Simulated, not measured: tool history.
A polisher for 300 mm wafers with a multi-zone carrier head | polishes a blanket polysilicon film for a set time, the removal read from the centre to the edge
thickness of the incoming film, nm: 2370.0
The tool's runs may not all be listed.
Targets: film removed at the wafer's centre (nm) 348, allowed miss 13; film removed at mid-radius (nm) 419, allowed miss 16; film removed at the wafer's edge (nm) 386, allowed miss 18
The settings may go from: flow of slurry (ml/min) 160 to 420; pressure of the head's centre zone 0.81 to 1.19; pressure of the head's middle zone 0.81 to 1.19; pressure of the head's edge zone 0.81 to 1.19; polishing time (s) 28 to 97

run  hour  flow of slurry (ml/min)  pressure of the head's centre zone  pressure of the head's middle zone  pressure of the head's edge zone  polishing time (s)  film removed at the wafer's centre (nm)  film removed at mid-radius (nm)  film removed at the wafer's edge (nm)
  1     0                      270                                   1                                   1                                 1                  62                                   609.39                           603.97                                 643.59
  2   6.4                      270                                   1                                   1                                 1                  50                                   493.43                           495.95                                 512.29
  3  14.5                      270                                   1                                   1                              0.96                  50                                   500.05                           491.29                                  492.5
  4  15.5                      270                                   1                                1.03                              0.96                  50                                   494.51                           509.83                                 502.47
  5  21.2                      270                                   1                                1.03                              0.93                  50                                   493.45                           511.19                                 495.48
  6  22.9                      270                                   1                                1.03                              0.93                  62                                   621.36                           630.71                                 605.02
  7  27.1                      265                                0.98                                1.03                              0.92                  60                                   578.26                           613.52                                 583.45
  8  32.4                      265                                0.97                                1.02                              0.91                  58                                   557.18                           585.95                                 563.11
  9  38.9                      265                                0.96                                1.02                               0.9                  56                                   536.04                           561.87                                 557.11
 10    41                      265                                0.96                                1.03                               0.9                  54                                   510.76                           552.36                                 519.24
 11  43.7                      265                                0.95                                1.03                              0.89                  52                                   489.13                           515.98                                 507.55
 12  49.9                      260                                0.94                                1.04                              0.88                  50                                   468.83                           508.41                                 475.34
 13  53.1                      255                                0.93                                1.04                              0.88                  49                                   453.15                           501.87                                 474.89
 14  58.5                      255                                0.92                                1.04                              0.88                  48                                   433.92                           487.25                                 455.54
 15  60.8                      245                                0.82                                1.01                              0.82                  40                                   316.01                           398.82                                 379.97
 16  61.4                      245                                0.82                                1.01                              0.82                  40                                   319.62                           394.27                                 362.57
 17  65.9                      280                                0.87                                1.04                              0.88                  42                                    357.1                           436.52                                 405.55

4 next moves are on the table. One of them brings every result within its allowed miss. Which?
  A  70.4                      215                                0.81                                1.04                              0.85                  41                                        ?                                ?                                      ?
  B  70.4                      340                                0.92                                1.09                              0.91                  35                                        ?                                ?                                      ?
  C  70.4                      210                                0.86                                1.02                              0.82                  42                                        ?                                ?                                      ?
  D  70.4                      305                                0.81                                1.06                              0.83                  43                                        ?                                ?                                      ?

move  film removed at the wafer's centre (nm)  film removed at mid-radius (nm)  film removed at the wafer's edge (nm)
   A                                    318.7                           411.39                                 378.51
   B                                   322.56                           378.92                                 342.02
   C                                   345.95                           413.71                                 381.52
   D                                   345.34                           451.44                                 401.85
A: brings the result that was furthest off to its target, and leaves another outside
B: takes the result that was furthest off past its target
C: meets every target
D: further off than the last run
Answer: C

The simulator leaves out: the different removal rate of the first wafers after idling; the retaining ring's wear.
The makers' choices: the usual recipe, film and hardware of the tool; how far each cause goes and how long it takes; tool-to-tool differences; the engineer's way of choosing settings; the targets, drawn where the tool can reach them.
